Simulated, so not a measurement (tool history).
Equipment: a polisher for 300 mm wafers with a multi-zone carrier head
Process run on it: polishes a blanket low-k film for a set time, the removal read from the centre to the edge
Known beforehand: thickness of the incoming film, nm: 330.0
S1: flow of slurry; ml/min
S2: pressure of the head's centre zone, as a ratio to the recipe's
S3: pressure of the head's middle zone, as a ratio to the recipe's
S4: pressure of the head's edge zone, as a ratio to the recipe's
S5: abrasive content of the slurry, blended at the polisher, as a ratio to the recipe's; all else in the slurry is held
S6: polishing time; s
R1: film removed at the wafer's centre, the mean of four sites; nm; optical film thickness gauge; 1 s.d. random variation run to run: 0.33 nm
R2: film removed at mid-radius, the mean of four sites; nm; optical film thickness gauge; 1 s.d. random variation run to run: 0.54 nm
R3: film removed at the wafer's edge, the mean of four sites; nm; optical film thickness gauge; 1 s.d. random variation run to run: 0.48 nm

{"run": 1, "hour": 0.0, "S1": 185, "S2": 1.0, "S3": 1.0, "S4": 1.0, "S5": 1.0, "S6": 66, "R1": 29.93, "R2": 30.473, "R3": 31.326}
{"run": 2, "hour": 7.7, "S1": 185, "S2": 1.0, "S3": 1.0, "S4": 0.97, "S5": 1.0, "S6": 66, "R1": 29.283, "R2": 30.933, "R3": 30.693}
{"run": 3, "hour": 12.8, "S1": 185, "S2": 1.0, "S3": 1.0, "S4": 0.97, "S5": 0.9, "S6": 66, "R1": 28.646, "R2": 29.108, "R3": 29.238}
{"run": 4, "hour": 19.4, "S1": 165, "S2": 1.0, "S3": 1.0, "S4": 0.97, "S5": 0.9, "S6": 66, "R1": 27.455, "R2": 27.904, "R3": 29.187}
{"run": 5, "hour": 20.6, "S1": 165, "S2": 0.97, "S3": 1.0, "S4": 0.97, "S5": 0.9, "S6": 66, "R1": 27.444, "R2": 29.108, "R3": 28.736}
{"run": 6, "hour": 28.4, "S1": 165, "S2": 0.97, "S3": 1.0, "S4": 0.97, "S5": 1.1, "S6": 66, "R1": 29.603, "R2": 30.677, "R3": 31.101}

Forecast run 7:
{"run": 7, "hour": 34.5, "S1": 190, "S2": 0.99, "S3": 1.03, "S4": 0.96, "S5": 1.1, "S6": 66, "R1": "?", "R2": "?", "R3": "?"}

Run 7 came out at R1 30.887 nm, R2 33.039 nm, R3 31.959 nm.
